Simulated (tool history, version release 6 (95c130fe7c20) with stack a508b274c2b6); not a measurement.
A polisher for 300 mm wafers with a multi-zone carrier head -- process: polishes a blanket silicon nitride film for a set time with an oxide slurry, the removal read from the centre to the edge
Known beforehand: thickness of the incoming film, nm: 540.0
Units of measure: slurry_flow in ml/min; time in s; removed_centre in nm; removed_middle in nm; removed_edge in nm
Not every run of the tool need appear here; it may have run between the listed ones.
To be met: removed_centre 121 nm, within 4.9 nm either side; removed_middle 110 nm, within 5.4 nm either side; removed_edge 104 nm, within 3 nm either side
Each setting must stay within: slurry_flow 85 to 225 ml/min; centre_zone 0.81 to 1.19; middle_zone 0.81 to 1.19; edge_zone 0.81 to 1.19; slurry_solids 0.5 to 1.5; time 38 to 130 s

Run 1, hour 0: slurry_flow 145 ml/min, centre_zone 1, middle_zone 1, edge_zone 1, slurry_solids 1, time 84 s. Result: removed_centre 75.95 nm, removed_middle 76.857 nm, removed_edge 75.181 nm.
Run 2, hour 5.5: slurry_flow 145 ml/min, centre_zone 1, middle_zone 1, edge_zone 1, slurry_solids 1.1, time 84 s. Result: removed_centre 83.466 nm, removed_middle 82.333 nm, removed_edge 80.48 nm.
Run 3, hour 8.7: slurry_flow 155 ml/min, centre_zone 1.03, middle_zone 1.02, edge_zone 1.03, slurry_solids 1.15, time 84 s. Result: removed_centre 85.925 nm, removed_middle 84.54 nm, removed_edge 85.018 nm.
Run 4, hour 13.4: slurry_flow 155 ml/min, centre_zone 1.03, middle_zone 1.02, edge_zone 1.03, slurry_solids 1.15, time 66 s. Result: removed_centre 68.149 nm, removed_middle 67.129 nm, removed_edge 66.356 nm.
Run 5, hour 15.5: slurry_flow 165 ml/min, centre_zone 1.06, middle_zone 1.04, edge_zone 1.02, slurry_solids 1.25, time 70 s. Result: removed_centre 80.194 nm, removed_middle 74.704 nm, removed_edge 74.706 nm.
Run 6, hour 17.6: slurry_flow 165 ml/min, centre_zone 1.06, middle_zone 1.04, edge_zone 1.02, slurry_solids 1.1, time 70 s. Result: removed_centre 73.725 nm, removed_middle 70.191 nm, removed_edge 69.544 nm.
Run 7, hour 18.7: slurry_flow 165 ml/min, centre_zone 1.06, middle_zone 1.04, edge_zone 1.02, slurry_solids 1.1, time 70 s. Result: removed_centre 74.073 nm, removed_middle 71.72 nm, removed_edge 69.556 nm.
Run 8, hour 22.1: slurry_flow 175 ml/min, centre_zone 1.08, middle_zone 1.07, edge_zone 1.02, slurry_solids 1.2, time 72 s. Result: removed_centre 83.147 nm, removed_middle 79.869 nm, removed_edge 74.795 nm.
Run 9, hour 27: slurry_flow 180 ml/min, centre_zone 1.1, middle_zone 1.08, edge_zone 1.04, slurry_solids 1.25, time 74 s. Result: removed_centre 87.608 nm, removed_middle 83.836 nm, removed_edge 79.415 nm.
Run 10, hour 33.9: slurry_flow 185 ml/min, centre_zone 1.12, middle_zone 1.09, edge_zone 1.05, slurry_solids 1.3, time 76 s. Result: removed_centre 96.062 nm, removed_middle 89.855 nm, removed_edge 84.38 nm.
Run 11, hour 37.7: slurry_flow 190 ml/min, centre_zone 1.13, middle_zone 1.1, edge_zone 1.07, slurry_solids 1.35, time 77 s. Result: removed_centre 98.868 nm, removed_middle 92.257 nm, removed_edge 88.659 nm.

4 candidate next runs follow, results not yet known. Just one meets every target within its allowed miss. Identify it.
Run A, hour 41.5: slurry_flow 185 ml/min, centre_zone 1.18, middle_zone 1.11, edge_zone 1.1, slurry_solids 1.25, time 93 s. Result: removed_centre ?, removed_middle ?, removed_edge ?.
Run B, hour 41.5: slurry_flow 210 ml/min, centre_zone 1.19, middle_zone 0.88, edge_zone 1.18, slurry_solids 1.5, time 74 s. Result: removed_centre ?, removed_middle ?, removed_edge ?.
Run C, hour 41.5: slurry_flow 200 ml/min, centre_zone 1.12, middle_zone 1.03, edge_zone 1.11, slurry_solids 1.5, time 90 s. Result: removed_centre ?, removed_middle ?, removed_edge ?.
Run D, hour 41.5: slurry_flow 200 ml/min, centre_zone 0.98, middle_zone 1.16, edge_zone 1.11, slurry_solids 1.35, time 82 s. Result: removed_centre ?, removed_middle ?, removed_edge ?.

move  removed_centre  removed_middle  removed_edge
   A          120.58          108.06        103.93
   B           107.2          78.266        94.762
   C          121.86          107.92        110.89
   D          92.764          104.02        96.315
A: hits every target within its allowed miss
B: the biggest miss grows against the last run
C: the result that was furthest off in the last run now lies on the other side of its target
D: the biggest miss grows against the last run
A meets every target.
